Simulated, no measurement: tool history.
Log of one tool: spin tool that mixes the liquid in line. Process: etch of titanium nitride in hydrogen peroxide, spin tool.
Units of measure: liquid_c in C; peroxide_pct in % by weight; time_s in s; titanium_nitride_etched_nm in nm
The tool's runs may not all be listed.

| run | hour | liquid_c | peroxide_pct | time_s | titanium_nitride_etched_nm |
|---|---|---|---|---|---|
| 1 | 0 | 52 | 23 | 225 | 7.6404 |
| 2 | 4.4 | 57 | 23 | 225 | 10.903 |
| 3 | 6.5 | 58 | 23 | 225 | 11.642 |
| 4 | 8.5 | 55.5 | 23 | 225 | 9.7974 |
| 5 | 10.6 | 55.5 | 27 | 225 | 10.134 |
| 6 | 12.1 | 55.5 | 23.5 | 225 | 9.8471 |
| 7 | 15.5 | 55.5 | 23.5 | 225 | 9.8119 |
| 8 | 19.3 | 56.5 | 23.5 | 225 | 10.553 |
| 9 | 20.9 | 56.5 | 23.5 | 225 | 10.556 |
| 10 | 23.5 | 57.5 | 23.5 | 225 | 11.312 |
| 11 | 25.4 | 58 | 23.5 | 225 | 11.793 |
| 12 | 28.2 | 58.5 | 23.5 | 225 | 12.109 |
| 13 | 30.8 | 58.5 | 23.5 | 225 | 12.018 |
| 14 | 32.9 | 59 | 23.5 | 225 | 12.611 |
| 15 | 35.8 | 59.5 | 23.5 | 225 | 12.899 |
| 16 | 36.9 | 60 | 23.5 | 225 | 13.491 |
| 17 | 42.2 | 60.5 | 23.5 | 225 | 13.889 |
| 18 | 50.1 | 61 | 23.5 | 225 | 14.433 |

Predict the results of run 19:
| 19 | 53.9 | 61.5 | 23.5 | 225 | ? |

Logged for run 19: titanium_nitride_etched_nm 14.789 nm.
